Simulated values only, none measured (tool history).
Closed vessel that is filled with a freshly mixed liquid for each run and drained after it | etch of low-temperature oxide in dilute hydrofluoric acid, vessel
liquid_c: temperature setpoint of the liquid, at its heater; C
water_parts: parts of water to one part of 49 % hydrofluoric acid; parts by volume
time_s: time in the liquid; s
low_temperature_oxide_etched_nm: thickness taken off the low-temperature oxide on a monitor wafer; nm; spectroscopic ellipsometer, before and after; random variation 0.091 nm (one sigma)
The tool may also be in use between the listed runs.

run	hour	liquid_c	water_parts	time_s	low_temperature_oxide_etched_nm
1	0	26	300	455	14.145
2	3.1	26	300	330	10.338
3	5.9	28	275	330	12.352
4	7.6	29	245	330	14.946
5	8.9	29	245	330	14.842
6	14.9	29	295	330	11.623
7	16.6	29	295	330	11.745
8	25	30	265	330	13.81
9	26.8	30	265	330	13.815
# hour 36.2: hydrofluoric acid flow meter replaced
10	36.2	31	245	330	18.175

The next listed run, before its measurement:
11	45.1	31	245	330	?

Run 11 gave low_temperature_oxide_etched_nm 18.251 nm.

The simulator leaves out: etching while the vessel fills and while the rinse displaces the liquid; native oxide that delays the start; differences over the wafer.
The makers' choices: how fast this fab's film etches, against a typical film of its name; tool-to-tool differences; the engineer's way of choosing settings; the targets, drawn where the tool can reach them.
